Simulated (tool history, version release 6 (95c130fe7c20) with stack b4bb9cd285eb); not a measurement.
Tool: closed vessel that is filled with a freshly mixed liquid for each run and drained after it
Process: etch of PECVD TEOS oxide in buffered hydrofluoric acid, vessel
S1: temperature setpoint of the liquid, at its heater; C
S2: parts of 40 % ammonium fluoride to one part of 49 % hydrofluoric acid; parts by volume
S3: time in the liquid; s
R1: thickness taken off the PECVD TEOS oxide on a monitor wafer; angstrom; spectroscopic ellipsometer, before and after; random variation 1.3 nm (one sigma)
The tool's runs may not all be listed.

run,day,S1,S2,S3,R1
1,0,25,16,95,2268.1
2,0.154,27.5,16,95,2577.4
3,0.238,27,16,95,2518.3
4,0.375,26.5,16,95,2465.9
5,0.525,26,16,95,2406
6,0.908,25.5,16,95,2322.2
7,1.138,25,16,95,2274.6

Run 8 comes next. What will it give?
8,1.496,24.5,16,95,?

R1: 2234.9 angstrom
